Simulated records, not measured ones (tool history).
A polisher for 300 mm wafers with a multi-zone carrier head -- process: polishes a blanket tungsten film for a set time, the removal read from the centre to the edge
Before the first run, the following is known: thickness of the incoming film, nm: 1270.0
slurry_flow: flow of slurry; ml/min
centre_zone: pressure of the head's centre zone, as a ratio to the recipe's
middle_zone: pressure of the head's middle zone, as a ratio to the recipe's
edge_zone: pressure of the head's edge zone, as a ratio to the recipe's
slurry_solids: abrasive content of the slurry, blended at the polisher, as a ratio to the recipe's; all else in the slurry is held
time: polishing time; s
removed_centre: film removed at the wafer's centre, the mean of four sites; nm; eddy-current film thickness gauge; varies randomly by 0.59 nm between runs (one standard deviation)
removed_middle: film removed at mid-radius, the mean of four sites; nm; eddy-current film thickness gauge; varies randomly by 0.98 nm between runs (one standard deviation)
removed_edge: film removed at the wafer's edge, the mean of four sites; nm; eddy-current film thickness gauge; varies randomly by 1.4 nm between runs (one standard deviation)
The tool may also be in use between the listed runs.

{"run": 1, "hour": 0.0, "slurry_flow": 295, "centre_zone": 1.0, "middle_zone": 1.0, "edge_zone": 1.0, "slurry_solids": 1.0, "time": 38, "removed_centre": 117.08, "removed_middle": 120.32, "removed_edge": 115.97}
{"run": 2, "hour": 4.7, "slurry_flow": 320, "centre_zone": 1.0, "middle_zone": 1.0, "edge_zone": 1.0, "slurry_solids": 1.0, "time": 38, "removed_centre": 118.71, "removed_middle": 119.11, "removed_edge": 116.44}
{"run": 3, "hour": 9.7, "slurry_flow": 320, "centre_zone": 1.0, "middle_zone": 1.0, "edge_zone": 1.05, "slurry_solids": 1.0, "time": 38, "removed_centre": 119.0, "removed_middle": 121.72, "removed_edge": 117.46}
{"run": 4, "hour": 12.1, "slurry_flow": 320, "centre_zone": 1.04, "middle_zone": 1.0, "edge_zone": 1.05, "slurry_solids": 1.0, "time": 38, "removed_centre": 121.56, "removed_middle": 122.44, "removed_edge": 118.89}
{"run": 5, "hour": 17.5, "slurry_flow": 290, "centre_zone": 0.99, "middle_zone": 0.99, "edge_zone": 1.08, "slurry_solids": 1.0, "time": 38, "removed_centre": 114.39, "removed_middle": 118.96, "removed_edge": 117.98}
{"run": 6, "hour": 24.2, "slurry_flow": 270, "centre_zone": 0.96, "middle_zone": 0.99, "edge_zone": 1.1, "slurry_solids": 1.05, "time": 38, "removed_centre": 112.1, "removed_middle": 118.01, "removed_edge": 123.58}
{"run": 7, "hour": 30.4, "slurry_flow": 260, "centre_zone": 0.94, "middle_zone": 1.0, "edge_zone": 1.1, "slurry_solids": 1.05, "time": 38, "removed_centre": 109.81, "removed_middle": 118.03, "removed_edge": 121.84}
{"run": 8, "hour": 36.9, "slurry_flow": 250, "centre_zone": 0.92, "middle_zone": 1.01, "edge_zone": 1.1, "slurry_solids": 1.05, "time": 38, "removed_centre": 105.83, "removed_middle": 119.19, "removed_edge": 119.34}

For run 9, what comes out?
{"run": 9, "hour": 40.3, "slurry_flow": 240, "centre_zone": 0.91, "middle_zone": 1.01, "edge_zone": 1.11, "slurry_solids": 1.05, "time": 38, "removed_centre": "?", "removed_middle": "?", "removed_edge": "?"}

removed_centre: 106.05 nm
removed_middle: 117.54 nm
removed_edge: 118.35 nm
